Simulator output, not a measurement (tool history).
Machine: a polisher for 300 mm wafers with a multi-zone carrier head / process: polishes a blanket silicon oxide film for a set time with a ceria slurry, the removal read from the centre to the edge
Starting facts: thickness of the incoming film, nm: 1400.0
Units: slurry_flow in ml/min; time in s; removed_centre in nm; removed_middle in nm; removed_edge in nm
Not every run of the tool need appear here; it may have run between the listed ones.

Run 1, day 0.000: slurry_flow 200 ml/min, centre_zone 1.00, middle_zone 1.00, edge_zone 1.00, time 82 s. Result: removed_centre 449.90 nm, removed_middle 434.81 nm, removed_edge 437.57 nm.
Run 2, day 0.196: slurry_flow 200 ml/min, centre_zone 1.00, middle_zone 1.00, edge_zone 0.92, time 82 s. Result: removed_centre 439.48 nm, removed_middle 438.65 nm, removed_edge 429.54 nm.
Run 3, day 0.533: slurry_flow 200 ml/min, centre_zone 0.96, middle_zone 1.00, edge_zone 0.92, time 82 s. Result: removed_centre 430.11 nm, removed_middle 435.81 nm, removed_edge 427.56 nm.
Run 4, day 0.667: slurry_flow 200 ml/min, centre_zone 0.98, middle_zone 0.98, edge_zone 0.90, time 79 s. Result: removed_centre 411.39 nm, removed_middle 414.43 nm, removed_edge 401.92 nm.
Run 5, day 0.779: slurry_flow 200 ml/min, centre_zone 0.98, middle_zone 1.04, edge_zone 0.90, time 79 s. Result: removed_centre 425.80 nm, removed_middle 439.00 nm, removed_edge 410.99 nm.
Run 6, day 1.079: slurry_flow 195 ml/min, centre_zone 1.00, middle_zone 0.99, edge_zone 0.89, time 78 s. Result: removed_centre 417.48 nm, removed_middle 414.34 nm, removed_edge 397.77 nm.

Run 7 is up next; what results do you expect?
Run 7, day 1.262: slurry_flow 190 ml/min, centre_zone 1.01, middle_zone 0.95, edge_zone 0.88, time 77 s. Result: removed_centre ?, removed_middle ?, removed_edge ?.

Run 7 came out at removed_centre 418.59 nm, removed_middle 386.89 nm, removed_edge 388.85 nm.
